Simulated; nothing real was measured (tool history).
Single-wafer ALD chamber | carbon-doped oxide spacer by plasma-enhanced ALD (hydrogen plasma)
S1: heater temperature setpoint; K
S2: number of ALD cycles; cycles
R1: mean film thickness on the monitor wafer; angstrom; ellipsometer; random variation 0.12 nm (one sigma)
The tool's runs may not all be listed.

Run 1, hour 0: S1 663.15 K, S2 512 cycles. Result: R1 271.92 angstrom.
Run 2, hour 7.5: S1 663.15 K, S2 494 cycles. Result: R1 259.6 angstrom.
Run 3, hour 16.2: S1 663.15 K, S2 482 cycles. Result: R1 251.55 angstrom.
Run 4, hour 24.8: S1 672.15 K, S2 482 cycles. Result: R1 252.19 angstrom.
Run 5, hour 26.3: S1 672.15 K, S2 528 cycles. Result: R1 275.31 angstrom.
Run 6, hour 34.5: S1 676.15 K, S2 528 cycles. Result: R1 277.05 angstrom.
Run 7, hour 41.3: S1 676.15 K, S2 509 cycles. Result: R1 263.63 angstrom.
Run 8, hour 45.6: S1 676.15 K, S2 495 cycles. Result: R1 257.31 angstrom.

The next listed run, before its measurement:
Run 9, hour 54.6: S1 676.15 K, S2 483 cycles. Result: R1 ?.

Run 9 gave R1 253.15 angstrom.
